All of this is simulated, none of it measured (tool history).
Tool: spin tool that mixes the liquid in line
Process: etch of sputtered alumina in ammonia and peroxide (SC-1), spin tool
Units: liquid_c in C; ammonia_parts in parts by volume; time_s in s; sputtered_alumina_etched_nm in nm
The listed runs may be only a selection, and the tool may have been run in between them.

Run 1, day 0: liquid_c 47 C, ammonia_parts 0.45 parts by volume, time_s 325 s. Result: sputtered_alumina_etched_nm 8.0569 nm.
Run 2, day 0.342: liquid_c 44.5 C, ammonia_parts 0.45 parts by volume, time_s 325 s. Result: sputtered_alumina_etched_nm 7.0819 nm.
Run 3, day 0.4: liquid_c 44.5 C, ammonia_parts 0.45 parts by volume, time_s 325 s. Result: sputtered_alumina_etched_nm 6.9753 nm.
Run 4, day 0.538: liquid_c 44.5 C, ammonia_parts 0.4 parts by volume, time_s 325 s. Result: sputtered_alumina_etched_nm 6.9099 nm.
Run 5, day 0.592: liquid_c 43 C, ammonia_parts 0.4 parts by volume, time_s 325 s. Result: sputtered_alumina_etched_nm 6.4446 nm.
Run 6, day 0.692: liquid_c 41.5 C, ammonia_parts 0.35 parts by volume, time_s 325 s. Result: sputtered_alumina_etched_nm 5.7814 nm.
Run 7, day 0.862: liquid_c 40.5 C, ammonia_parts 0.35 parts by volume, time_s 325 s. Result: sputtered_alumina_etched_nm 5.3835 nm.

Run 8 comes next. What will it give?
Run 8, day 1.083: liquid_c 40 C, ammonia_parts 0.35 parts by volume, time_s 325 s. Result: sputtered_alumina_etched_nm ?.

sputtered_alumina_etched_nm: 5.3157 nm
